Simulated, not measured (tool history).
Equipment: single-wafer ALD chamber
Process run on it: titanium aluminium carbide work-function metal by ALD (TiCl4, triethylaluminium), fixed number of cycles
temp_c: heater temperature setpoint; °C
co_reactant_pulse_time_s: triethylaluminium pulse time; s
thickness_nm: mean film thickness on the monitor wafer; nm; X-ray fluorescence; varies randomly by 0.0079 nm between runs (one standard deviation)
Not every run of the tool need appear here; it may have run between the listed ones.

run    day  temp_c  co_reactant_pulse_time_s  thickness_nm
  1  0.000     300                      7.20        1.8729
  2  0.046     304                      7.49        1.9264
  3  0.421     307                      7.69        1.9580
  4  0.475     310                      7.91        1.9951
  5  0.562     310                      6.28        1.8862
  6  0.854     310                      4.70        1.6728
  7  1.154     312                      5.34        1.7870
  8  1.417     314                      5.82        1.8552
  9  1.608     316                      6.17        1.8956
 10  1.683     317                      6.51        1.9519
 11  1.950     318                      6.74        1.9822
 12  2.196     319                      6.94        1.9973
 13  2.492     320                      7.15        2.0213
 14  2.658     321                      7.34        2.0314

Expected results for the next run?
 15  2.825     322                      7.55             ?

{"run 15": {"thickness_nm": 2.0646}}
